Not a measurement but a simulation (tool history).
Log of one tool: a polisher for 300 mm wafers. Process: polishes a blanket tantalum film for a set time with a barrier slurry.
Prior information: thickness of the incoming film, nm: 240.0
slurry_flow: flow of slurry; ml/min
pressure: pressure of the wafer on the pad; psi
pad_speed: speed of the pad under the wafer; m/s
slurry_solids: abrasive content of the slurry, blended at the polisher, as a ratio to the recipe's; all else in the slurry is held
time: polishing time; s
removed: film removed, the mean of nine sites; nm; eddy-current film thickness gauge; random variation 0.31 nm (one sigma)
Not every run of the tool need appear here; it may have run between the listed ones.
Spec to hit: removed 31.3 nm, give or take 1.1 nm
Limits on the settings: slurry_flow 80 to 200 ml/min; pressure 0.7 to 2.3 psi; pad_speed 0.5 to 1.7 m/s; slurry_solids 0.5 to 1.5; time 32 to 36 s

{"run": 1, "hour": 0.0, "slurry_flow": 130, "pressure": 1.5, "pad_speed": 1.1, "slurry_solids": 1, "time": 36, "removed": 46.76}
{"run": 2, "hour": 6.0, "slurry_flow": 125, "pressure": 1.4, "pad_speed": 1.1, "slurry_solids": 1, "time": 36, "removed": 43.017}
{"run": 3, "hour": 10.5, "slurry_flow": 125, "pressure": 1.4, "pad_speed": 1.1, "slurry_solids": 1.1, "time": 36, "removed": 43.7}
{"run": 4, "hour": 14.1, "slurry_flow": 125, "pressure": 1.4, "pad_speed": 1.22, "slurry_solids": 1.1, "time": 36, "removed": 48.409}
{"run": 5, "hour": 16.6, "slurry_flow": 140, "pressure": 1.4, "pad_speed": 1.22, "slurry_solids": 1.1, "time": 36, "removed": 51.291}
{"run": 6, "hour": 23.1, "slurry_flow": 140, "pressure": 1.4, "pad_speed": 1.22, "slurry_solids": 1.2, "time": 36, "removed": 50.342}
{"run": 7, "hour": 24.8, "slurry_flow": 135, "pressure": 1.3, "pad_speed": 1.22, "slurry_solids": 1.2, "time": 36, "removed": 47.573}
{"run": 8, "hour": 30.4, "slurry_flow": 135, "pressure": 1.3, "pad_speed": 1.22, "slurry_solids": 1.2, "time": 36, "removed": 47.571}

4 next moves are on the table. One of them brings every result within its allowed miss. Which?
{"run": "A", "hour": 36.0, "slurry_flow": 160, "pressure": 0.9, "pad_speed": 1.44, "slurry_solids": 1.35, "time": 34, "removed": "?"}
{"run": "B", "hour": 36.0, "slurry_flow": 145, "pressure": 1, "pad_speed": 1.08, "slurry_solids": 1.05, "time": 35, "removed": "?"}
{"run": "C", "hour": 36.0, "slurry_flow": 130, "pressure": 1.4, "pad_speed": 0.98, "slurry_solids": 1.25, "time": 35, "removed": "?"}
{"run": "D", "hour": 36.0, "slurry_flow": 130, "pressure": 1.3, "pad_speed": 1.48, "slurry_solids": 1.25, "time": 36, "removed": "?"}

move=A removed=38.929
move=B removed=30.902
move=C removed=39.344
move=D removed=56.346
A: nearer than the last run, and not there yet
B: every result lands within tolerance
C: nearer than the last run, and not there yet
D: misses by more than the last run did
Go with B: it meets all targets.
